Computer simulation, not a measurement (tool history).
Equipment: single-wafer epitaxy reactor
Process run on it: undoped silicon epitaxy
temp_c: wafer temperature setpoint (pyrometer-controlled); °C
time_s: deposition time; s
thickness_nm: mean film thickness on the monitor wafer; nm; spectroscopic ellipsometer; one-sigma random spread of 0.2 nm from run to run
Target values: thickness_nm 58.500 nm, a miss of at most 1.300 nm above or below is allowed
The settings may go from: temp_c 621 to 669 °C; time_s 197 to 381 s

Run 1, hour 0.0: temp_c 645 °C, time_s 289 s. Result: thickness_nm 41.130 nm.
Run 2, hour 8.7: temp_c 640 °C, time_s 289 s. Result: thickness_nm 36.412 nm.
Run 3, hour 13.2: temp_c 645 °C, time_s 289 s. Result: thickness_nm 41.329 nm.
Run 4, hour 19.8: temp_c 645 °C, time_s 273 s. Result: thickness_nm 39.046 nm.
Run 5, hour 25.2: temp_c 639 °C, time_s 273 s. Result: thickness_nm 33.646 nm.
Run 6, hour 30.3: temp_c 639 °C, time_s 297 s. Result: thickness_nm 36.474 nm.
Run 7, hour 38.9: temp_c 642 °C, time_s 297 s. Result: thickness_nm 39.367 nm.
Run 8, hour 40.3: temp_c 645 °C, time_s 297 s. Result: thickness_nm 42.421 nm.
Run 9, hour 43.7: temp_c 647 °C, time_s 297 s. Result: thickness_nm 44.556 nm.
Run 10, hour 46.2: temp_c 647 °C, time_s 297 s. Result: thickness_nm 44.576 nm.
Run 11, hour 51.1: temp_c 649 °C, time_s 297 s. Result: thickness_nm 46.457 nm.
Run 12, hour 55.7: temp_c 651 °C, time_s 297 s. Result: thickness_nm 48.926 nm.
Run 13, hour 64.4: temp_c 652 °C, time_s 297 s. Result: thickness_nm 49.900 nm.
Run 14, hour 69.0: temp_c 653 °C, time_s 297 s. Result: thickness_nm 51.188 nm.
Run 15, hour 74.0: temp_c 654 °C, time_s 297 s. Result: thickness_nm 52.584 nm.
Run 16, hour 81.7: temp_c 655 °C, time_s 297 s. Result: thickness_nm 53.861 nm.
Run 17, hour 83.6: temp_c 656 °C, time_s 297 s. Result: thickness_nm 55.215 nm.
Run 18, hour 90.2: temp_c 657 °C, time_s 297 s. Result: thickness_nm 56.288 nm.

Pick the move, out of 5, that brings all results within their allowed miss; only one does.
Run A, hour 96.8: temp_c 655 °C, time_s 340 s. Result: thickness_nm ?.
Run B, hour 96.8: temp_c 665 °C, time_s 277 s. Result: thickness_nm ?.
Run C, hour 96.8: temp_c 653 °C, time_s 307 s. Result: thickness_nm ?.
Run D, hour 96.8: temp_c 660 °C, time_s 305 s. Result: thickness_nm ?.
Run E, hour 96.8: temp_c 660 °C, time_s 287 s. Result: thickness_nm ?.

move  thickness_nm
   A        61.688
   B        63.517
   C        53.117
   D        62.254
   E        58.580
A: takes the result that was furthest off past its target
B: takes the result that was furthest off past its target
C: further off than the last run
D: takes the result that was furthest off past its target
E: all results land within tolerance of their targets
The move that meets every target is E.

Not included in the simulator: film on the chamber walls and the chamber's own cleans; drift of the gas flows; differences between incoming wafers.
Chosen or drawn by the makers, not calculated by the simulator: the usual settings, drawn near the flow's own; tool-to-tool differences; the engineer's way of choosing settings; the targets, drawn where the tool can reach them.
